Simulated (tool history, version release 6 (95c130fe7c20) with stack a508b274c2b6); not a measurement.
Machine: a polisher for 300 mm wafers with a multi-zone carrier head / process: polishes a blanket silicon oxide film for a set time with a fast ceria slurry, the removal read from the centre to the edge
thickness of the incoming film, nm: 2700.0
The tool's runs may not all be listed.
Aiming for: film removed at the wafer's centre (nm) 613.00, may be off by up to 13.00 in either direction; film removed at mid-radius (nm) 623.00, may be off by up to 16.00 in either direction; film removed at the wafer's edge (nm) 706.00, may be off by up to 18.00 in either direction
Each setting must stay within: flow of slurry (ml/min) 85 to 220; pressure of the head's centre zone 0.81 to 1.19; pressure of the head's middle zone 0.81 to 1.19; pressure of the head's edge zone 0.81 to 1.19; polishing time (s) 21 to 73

run    day  flow of slurry (ml/min)  pressure of the head's centre zone  pressure of the head's middle zone  pressure of the head's edge zone  polishing time (s)  film removed at the wafer's centre (nm)  film removed at mid-radius (nm)  film removed at the wafer's edge (nm)
  1  0.000                      140                                1.00                                1.00                              1.00                  47                                   500.75                           505.53                                 532.41
  2  0.296                      120                                1.00                                1.00                              1.00                  47                                   483.03                           491.62                                 526.49
  3  0.379                      130                                1.00                                1.00                              1.04                  49                                   516.21                           523.35                                 566.60
  4  0.575                      130                                0.96                                1.00                              1.04                  49                                   492.20                           513.88                                 557.27
  5  0.746                      130                                0.96                                1.00                              0.99                  49                                   489.33                           517.01                                 549.54
  6  0.942                      130                                0.92                                1.00                              0.99                  49                                   468.83                           522.06                                 548.19
  7  1.229                      170                                1.01                                1.01                              1.09                  54                                   599.08                           609.78                                 656.04
  8  1.442                      175                                1.01                                1.01                              1.11                  54                                   612.30                           607.82                                 665.40
  9  1.596                      175                                1.00                                1.01                              1.12                  54                                   598.69                           608.15                                 661.67
 10  1.671                      175                                1.00                                1.01                              1.13                  54                                   601.69                           610.50                                 678.43
 11  1.921                      175                                1.00                                1.01                              1.13                  54                                   603.04                           609.93                                 664.18
 12  1.971                      175                                0.99                                1.01                              1.14                  54                                   592.78                           609.53                                 670.77
 13  2.017                      180                                0.99                                1.01                              1.15                  54                                   598.77                           610.00                                 689.03
     2.304  -- edge zone pressure recalibrated
 14  2.304                      185                                0.99                                1.01                              1.15                  54                                   602.57                           616.54                                 655.16
 15  2.546                      180                                1.00                                1.02                              1.16                  54                                   601.34                           609.52                                 666.83
 16  2.900                      180                                0.99                                1.01                              1.16                  54                                   592.06                           612.66                                 655.13
 17  3.129                      175                                0.99                                1.01                              1.12                  55                                   607.34                           626.89                                 652.38
 18  3.196                      170                                1.00                                1.02                              1.13                  55                                   608.97                           622.71                                 652.25
 19  3.288                      175                                1.00                                1.01                              1.13                  55                                   615.89                           626.37                                 652.25
 20  3.467                      185                                0.99                                1.00                              1.14                  55                                   604.62                           626.08                                 665.35
 21  3.842                      175                                0.99                                1.02                              1.15                  55                                   605.49                           630.63                                 658.11
 22  4.054                      180                                0.99                                1.01                              1.15                  55                                   604.93                           628.76                                 671.57
 23  4.371                      195                                0.98                                0.97                              1.19                  55                                   608.00                           619.37                                 682.48

Of the 5 settings listed for the next run, only one would bring every result within its allowed miss of target. Which one?
  A  4.688                      160                                1.01                                1.04                              1.15                  54                                        ?                                ?                                      ?
  B  4.688                      205                                1.02                                1.07                              1.10                  53                                        ?                                ?                                      ?
  C  4.688                      185                                0.93                                0.98                              1.18                  56                                        ?                                ?                                      ?
  D  4.688                      200                                0.99                                1.01                              1.13                  55                                        ?                                ?                                      ?
  E  4.688                      185                                0.94                                0.93                              1.15                  58                                        ?                                ?                                      ?

move  film removed at the wafer's centre (nm)  film removed at mid-radius (nm)  film removed at the wafer's edge (nm)
   A                                   597.50                           621.69                                 637.73
   B                                   618.05                           646.63                                 629.21
   C                                   584.97                           633.43                                 682.06
   D                                   619.78                           642.31                                 660.56
   E                                   612.25                           633.03                                 697.55
A: misses by more than the last run did
B: misses by more than the last run did
C: misses by more than the last run did
D: misses by more than the last run did
E: hits every target within its allowed miss
Correct choice: E, which meets every target
